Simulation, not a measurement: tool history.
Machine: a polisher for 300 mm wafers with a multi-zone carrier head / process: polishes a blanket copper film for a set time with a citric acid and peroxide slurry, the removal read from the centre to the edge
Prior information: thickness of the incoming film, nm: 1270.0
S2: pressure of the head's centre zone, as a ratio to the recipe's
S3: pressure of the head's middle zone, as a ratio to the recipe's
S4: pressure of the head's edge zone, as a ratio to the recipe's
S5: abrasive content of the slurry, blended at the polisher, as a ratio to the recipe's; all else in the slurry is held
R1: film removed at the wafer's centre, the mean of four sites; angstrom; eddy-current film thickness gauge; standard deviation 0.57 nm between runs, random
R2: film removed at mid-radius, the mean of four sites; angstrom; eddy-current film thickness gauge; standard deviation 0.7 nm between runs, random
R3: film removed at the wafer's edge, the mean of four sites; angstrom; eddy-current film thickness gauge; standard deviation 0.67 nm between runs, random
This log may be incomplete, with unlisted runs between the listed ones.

run 1 hour=0.0 | flow_of_slurry_(ml/min)=290 S2=1.00 S3=1.00 S4=1.00 S5=1.00 polishing_time_(s)=58 | R1=1462.20 R2=1416.50 R3=1459.40
run 2 hour=9.0 | flow_of_slurry_(ml/min)=245 S2=1.00 S3=1.00 S4=1.00 S5=1.00 polishing_time_(s)=58 | R1=1401.50 R2=1380.90 R3=1400.50
run 3 hour=10.0 | flow_of_slurry_(ml/min)=245 S2=1.00 S3=1.00 S4=0.92 S5=1.00 polishing_time_(s)=58 | R1=1396.10 R2=1410.40 R3=1362.90
run 4 hour=14.7 | flow_of_slurry_(ml/min)=195 S2=1.00 S3=1.00 S4=0.92 S5=1.00 polishing_time_(s)=58 | R1=1374.70 R2=1343.70 R3=1328.50
run 5 hour=20.0 | flow_of_slurry_(ml/min)=190 S2=0.95 S3=0.96 S4=0.91 S5=0.85 polishing_time_(s)=52 | R1=1116.70 R2=1132.20 R3=1169.80
run 6 hour=28.7 | flow_of_slurry_(ml/min)=190 S2=0.95 S3=0.96 S4=0.91 S5=0.85 polishing_time_(s)=58 | R1=1232.40 R2=1268.40 R3=1291.90
run 7 hour=29.2 | flow_of_slurry_(ml/min)=185 S2=0.93 S3=0.94 S4=0.90 S5=0.75 polishing_time_(s)=51 | R1=1017.70 R2=1049.30 R3=1099.70
run 8 hour=34.3 | flow_of_slurry_(ml/min)=195 S2=0.86 S3=0.88 S4=0.83 S5=0.50 polishing_time_(s)=38 | R1=660.86 R2=672.43 R3=723.18
run 9 hour=36.0 | flow_of_slurry_(ml/min)=205 S2=0.87 S3=0.90 S4=0.87 S5=0.50 polishing_time_(s)=38 | R1=668.22 R2=693.65 R3=736.75
run 10 hour=45.0 | flow_of_slurry_(ml/min)=195 S2=0.88 S3=0.91 S4=0.91 S5=0.55 polishing_time_(s)=38 | R1=682.01 R2=726.75 R3=753.97

The next listed run, before its measurement:
run 11 hour=48.8 | flow_of_slurry_(ml/min)=250 S2=0.89 S3=0.86 S4=1.01 S5=0.60 polishing_time_(s)=39 | R1=? R2=? R3=?

Run 11 yielded R1 743.81 angstrom, R2 743.52 angstrom, R3 858.86 angstrom.
